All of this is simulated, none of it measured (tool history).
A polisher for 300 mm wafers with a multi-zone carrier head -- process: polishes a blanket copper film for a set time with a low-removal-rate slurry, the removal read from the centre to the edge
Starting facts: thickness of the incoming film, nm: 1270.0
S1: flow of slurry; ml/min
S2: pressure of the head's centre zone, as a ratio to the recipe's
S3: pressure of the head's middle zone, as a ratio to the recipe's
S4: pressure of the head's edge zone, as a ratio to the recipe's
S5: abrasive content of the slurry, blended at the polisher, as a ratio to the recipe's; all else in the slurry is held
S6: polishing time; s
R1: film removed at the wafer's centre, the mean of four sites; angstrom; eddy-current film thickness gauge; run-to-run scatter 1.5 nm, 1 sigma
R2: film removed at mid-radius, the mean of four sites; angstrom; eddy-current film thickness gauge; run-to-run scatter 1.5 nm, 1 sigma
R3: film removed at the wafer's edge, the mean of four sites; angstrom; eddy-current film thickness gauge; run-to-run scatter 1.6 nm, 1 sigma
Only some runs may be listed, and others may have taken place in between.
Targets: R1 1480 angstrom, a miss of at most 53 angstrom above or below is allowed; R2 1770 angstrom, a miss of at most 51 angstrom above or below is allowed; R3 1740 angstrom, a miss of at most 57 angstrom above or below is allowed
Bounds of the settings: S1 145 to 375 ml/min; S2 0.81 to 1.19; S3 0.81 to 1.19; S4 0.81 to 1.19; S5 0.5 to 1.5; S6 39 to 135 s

| run | day | S1 | S2 | S3 | S4 | S5 | S6 | R1 | R2 | R3 |
|---|---|---|---|---|---|---|---|---|---|---|
| 1 | 0 | 240 | 1 | 1 | 1 | 1 | 87 | 2972.2 | 2995.2 | 3017.6 |
| 2 | 0.279 | 235 | 0.98 | 1 | 0.99 | 0.95 | 83 | 2681.3 | 2812 | 2919.5 |
| 3 | 0.558 | 245 | 0.98 | 1.02 | 0.98 | 0.9 | 77 | 2494.3 | 2647.6 | 2678.4 |
| 4 | 0.821 | 250 | 0.97 | 1.03 | 0.97 | 0.85 | 73 | 2347.2 | 2520.3 | 2468.9 |
| 5 | 0.983 | 250 | 0.97 | 1.03 | 0.97 | 0.75 | 73 | 2307.7 | 2468.6 | 2433.5 |
| 6 | 1.317 | 250 | 0.97 | 1.07 | 0.97 | 0.75 | 73 | 2290.4 | 2555.6 | 2412.4 |
| 7 | 1.596 | 250 | 0.95 | 1.06 | 0.96 | 0.7 | 70 | 2139.5 | 2393.6 | 2310.7 |
| 8 | 1.75 | 250 | 0.94 | 1.06 | 0.95 | 0.65 | 68 | 2051.3 | 2283.8 | 2230.1 |
| 9 | 2.017 | 205 | 0.84 | 1.04 | 0.85 | 0.5 | 52 | 1283.9 | 1650.6 | 1481.8 |
| 10 | 2.133 | 220 | 0.84 | 1.04 | 0.86 | 0.5 | 52 | 1346.8 | 1636.6 | 1518.7 |
| 11 | 2.354 | 225 | 0.84 | 1.05 | 0.88 | 0.5 | 52 | 1320.5 | 1658.8 | 1558.6 |
| 12 | 2.629 | 235 | 0.84 | 1.05 | 0.88 | 0.5 | 52 | 1328.1 | 1677.8 | 1554.2 |
|  | 2.829 | worn pad replaced by a new one |
| 13 | 2.829 | 235 | 0.84 | 1.05 | 0.88 | 0.5 | 52 | 1392.9 | 1731 | 1643.4 |
| 14 | 3.008 | 240 | 0.84 | 1.05 | 0.88 | 0.5 | 52 | 1397 | 1746.8 | 1651.4 |

Next run, 4 choices. One meets every target within its allowed miss, the rest don't. Which?
| A | 3.188 | 280 | 0.88 | 0.95 | 0.95 | 0.5 | 56 | ? | ? | ? |
| B | 3.188 | 325 | 0.9 | 1.08 | 1.06 | 0.5 | 49 | ? | ? | ? |
| C | 3.188 | 210 | 0.91 | 1.04 | 0.86 | 0.5 | 57 | ? | ? | ? |
| D | 3.188 | 235 | 0.81 | 1.04 | 1.05 | 0.6 | 50 | ? | ? | ? |

| move | R1 | R2 | R3 |
|---|---|---|---|
| A | 1589 | 1799.9 | 1848.1 |
| B | 1447.6 | 1781.9 | 1716.1 |
| C | 1605.1 | 1903.7 | 1750 |
| D | 1306 | 1739.3 | 1737.7 |
A: pushes the last run's worst result past its target
B: each result inside its tolerance
C: pushes the last run's worst result past its target
D: lands further from the targets than the last run did
So the answer is move B, the one that meets all the targets.

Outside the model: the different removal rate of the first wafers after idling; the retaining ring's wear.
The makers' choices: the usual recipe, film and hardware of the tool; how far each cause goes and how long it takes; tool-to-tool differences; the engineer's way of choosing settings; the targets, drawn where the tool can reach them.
